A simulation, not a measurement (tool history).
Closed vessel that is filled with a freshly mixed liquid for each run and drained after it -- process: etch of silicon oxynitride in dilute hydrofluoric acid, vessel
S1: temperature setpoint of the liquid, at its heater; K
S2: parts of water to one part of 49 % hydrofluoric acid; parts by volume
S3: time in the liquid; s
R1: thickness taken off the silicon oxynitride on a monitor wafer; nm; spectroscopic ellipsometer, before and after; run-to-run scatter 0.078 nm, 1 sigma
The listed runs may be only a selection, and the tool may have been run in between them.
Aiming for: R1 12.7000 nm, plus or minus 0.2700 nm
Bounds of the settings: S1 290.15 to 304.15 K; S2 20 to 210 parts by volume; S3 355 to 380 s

run  hour      S1   S2   S3       R1
  1   0.0  296.15  115  355   7.9221
  2   9.1  296.15  115  380   8.5845
  3  11.7  296.15  135  380   7.1131
  4  13.5  293.65  135  380   6.3680
  5  16.6  296.65  130  380   7.6379
  6  24.4  296.65  110  380   9.2664
  7  32.4  298.65  110  380  10.1820
  8  40.7  300.15  110  380  10.7430

Exactly one of the 5 candidate moves below puts every result within its allowed miss. Which one?
  A  49.0  296.15  105  370   ?
  B  49.0  297.65   80  380   ?
  C  49.0  299.65   85  370   ?
  D  49.0  300.15   95  380   ?
  E  49.0  303.65  100  380   ?

move       R1
   A   9.1754
   B  13.5810
   C  13.6040
   D  12.6670
   E  14.0180
A: its largest miss is bigger than the last run's
B: takes the biggest miss from the last run beyond its target
C: takes the biggest miss from the last run beyond its target
D: meets every target
E: takes the biggest miss from the last run beyond its target
So the answer is move D, the one that meets all the targets.
